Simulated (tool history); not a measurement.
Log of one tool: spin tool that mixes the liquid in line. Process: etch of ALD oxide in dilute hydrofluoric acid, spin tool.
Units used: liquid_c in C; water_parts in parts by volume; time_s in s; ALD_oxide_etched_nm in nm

Run 1, hour 0: liquid_c 24 C, water_parts 175 parts by volume, time_s 30 s. Result: ALD_oxide_etched_nm 2.5872 nm.
Run 2, hour 7.4: liquid_c 24 C, water_parts 175 parts by volume, time_s 30 s. Result: ALD_oxide_etched_nm 2.5725 nm.
Run 3, hour 9.4: liquid_c 24 C, water_parts 175 parts by volume, time_s 30 s. Result: ALD_oxide_etched_nm 2.596 nm.
Run 4, hour 13.6: liquid_c 24 C, water_parts 175 parts by volume, time_s 30 s. Result: ALD_oxide_etched_nm 2.5871 nm.
Run 5, hour 19.9: liquid_c 21.5 C, water_parts 175 parts by volume, time_s 30 s. Result: ALD_oxide_etched_nm 2.3717 nm.
Run 6, hour 26.5: liquid_c 23.5 C, water_parts 165 parts by volume, time_s 30 s. Result: ALD_oxide_etched_nm 2.7196 nm.
At hour 27.6: thermometer replaced.
Run 7, hour 27.6: liquid_c 27.5 C, water_parts 110 parts by volume, time_s 30 s. Result: ALD_oxide_etched_nm 5.2831 nm.

Run 8 is up next; what results do you expect?
Run 8, hour 31.4: liquid_c 27 C, water_parts 110 parts by volume, time_s 30 s. Result: ALD_oxide_etched_nm ?.

{"run 8": {"ALD_oxide_etched_nm": 5.1812}}
